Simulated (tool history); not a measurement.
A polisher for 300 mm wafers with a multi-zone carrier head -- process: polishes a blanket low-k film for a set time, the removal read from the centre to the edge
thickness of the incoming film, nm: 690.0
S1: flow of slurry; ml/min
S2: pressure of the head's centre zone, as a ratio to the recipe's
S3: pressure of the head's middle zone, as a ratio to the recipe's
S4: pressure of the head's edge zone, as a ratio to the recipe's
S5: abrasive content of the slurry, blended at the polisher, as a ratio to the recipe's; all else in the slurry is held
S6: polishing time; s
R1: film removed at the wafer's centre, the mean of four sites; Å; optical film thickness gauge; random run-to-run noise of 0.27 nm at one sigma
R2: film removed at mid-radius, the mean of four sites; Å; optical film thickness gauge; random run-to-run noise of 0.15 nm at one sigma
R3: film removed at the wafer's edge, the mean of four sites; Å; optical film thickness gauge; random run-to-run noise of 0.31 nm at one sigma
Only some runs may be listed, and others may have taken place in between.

Run 1, hour 0: S1 310 ml/min, S2 1, S3 1, S4 1, S5 1, S6 35 s. Result: R1 176.68 Å, R2 169.78 Å, R3 171.16 Å.
Run 2, hour 9: S1 250 ml/min, S2 1, S3 1, S4 1, S5 1, S6 35 s. Result: R1 172.21 Å, R2 165.86 Å, R3 168.94 Å.
Run 3, hour 10.9: S1 250 ml/min, S2 1, S3 0.95, S4 1, S5 1, S6 35 s. Result: R1 168.79 Å, R2 159.84 Å, R3 164.67 Å.
Run 4, hour 18.3: S1 250 ml/min, S2 1, S3 0.91, S4 1, S5 1, S6 35 s. Result: R1 174.33 Å, R2 158.25 Å, R3 165.64 Å.
Run 5, hour 20.1: S1 250 ml/min, S2 1, S3 0.91, S4 1, S5 1.2, S6 35 s. Result: R1 181.51 Å, R2 167.65 Å, R3 180.97 Å.
Run 6, hour 28.8: S1 265 ml/min, S2 1.01, S3 0.94, S4 1.03, S5 1.25, S6 35 s. Result: R1 184.08 Å, R2 176.47 Å, R3 186.18 Å.

What does the tool deliver on the next run?
Run 7, hour 36.7: S1 270 ml/min, S2 1.02, S3 0.93, S4 1.05, S5 1.3, S6 36 s. Result: R1 ?, R2 ?, R3 ?.

{"run 7": {"R1": 197.03, "R2": 177.87, "R3": 197.28}}
